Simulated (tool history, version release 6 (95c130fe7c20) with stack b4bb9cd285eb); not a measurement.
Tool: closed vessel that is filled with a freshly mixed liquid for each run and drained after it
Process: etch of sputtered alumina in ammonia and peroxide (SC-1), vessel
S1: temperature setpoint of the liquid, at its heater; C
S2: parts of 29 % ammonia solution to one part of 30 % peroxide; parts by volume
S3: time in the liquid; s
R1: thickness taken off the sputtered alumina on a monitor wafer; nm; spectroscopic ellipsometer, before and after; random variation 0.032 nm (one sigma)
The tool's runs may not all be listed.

Run 1, hour 0: S1 54 C, S2 0.45 parts by volume, S3 110 s. Result: R1 5.6721 nm.
Run 2, hour 7.1: S1 54 C, S2 0.55 parts by volume, S3 110 s. Result: R1 5.805 nm.
Run 3, hour 9: S1 54 C, S2 0.55 parts by volume, S3 75 s. Result: R1 3.9965 nm.
Run 4, hour 10.1: S1 58.5 C, S2 0.55 parts by volume, S3 75 s. Result: R1 5.0327 nm.
Run 5, hour 12.4: S1 58.5 C, S2 0.55 parts by volume, S3 110 s. Result: R1 7.3767 nm.
Run 6, hour 15.2: S1 56.5 C, S2 0.55 parts by volume, S3 110 s. Result: R1 6.675 nm.

Run 7 comes next. What will it give?
Run 7, hour 20: S1 54.5 C, S2 0.55 parts by volume, S3 110 s. Result: R1 ?.

{"run 7": {"R1": 5.9947}}
